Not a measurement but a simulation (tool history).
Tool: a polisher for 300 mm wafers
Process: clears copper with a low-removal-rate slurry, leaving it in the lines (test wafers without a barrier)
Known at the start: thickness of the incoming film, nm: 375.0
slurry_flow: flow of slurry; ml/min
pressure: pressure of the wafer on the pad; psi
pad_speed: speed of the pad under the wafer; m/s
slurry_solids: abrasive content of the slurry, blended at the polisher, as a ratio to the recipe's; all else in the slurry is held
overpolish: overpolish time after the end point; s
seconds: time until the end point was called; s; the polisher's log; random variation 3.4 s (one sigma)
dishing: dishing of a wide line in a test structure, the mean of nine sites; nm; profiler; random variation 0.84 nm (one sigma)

| run | hour | slurry_flow | pressure | pad_speed | slurry_solids | overpolish | seconds | dishing |
|---|---|---|---|---|---|---|---|---|
| 1 | 0.0 | 320 | 2.3 | 1.00 | 1.0 | 17 | 150.11 | 33.237 |
| 2 | 8.0 | 320 | 2.0 | 1.00 | 1.0 | 17 | 162.50 | 30.502 |
| 3 | 12.3 | 320 | 2.0 | 1.00 | 1.0 | 14 | 167.36 | 24.675 |
| 4 | 19.3 | 355 | 2.0 | 1.00 | 1.0 | 14 | 169.31 | 25.451 |
| 5 | 20.6 | 355 | 2.0 | 1.00 | 1.1 | 14 | 165.66 | 26.791 |
| 6 | 26.7 | 355 | 2.0 | 1.18 | 1.1 | 14 | 145.41 | 27.823 |

The next listed run, before its measurement:
| 7 | 31.4 | 355 | 1.8 | 0.90 | 1.1 | 22 | ? | ? |

Run 7 gave seconds 188.12 s, dishing 32.640 nm.
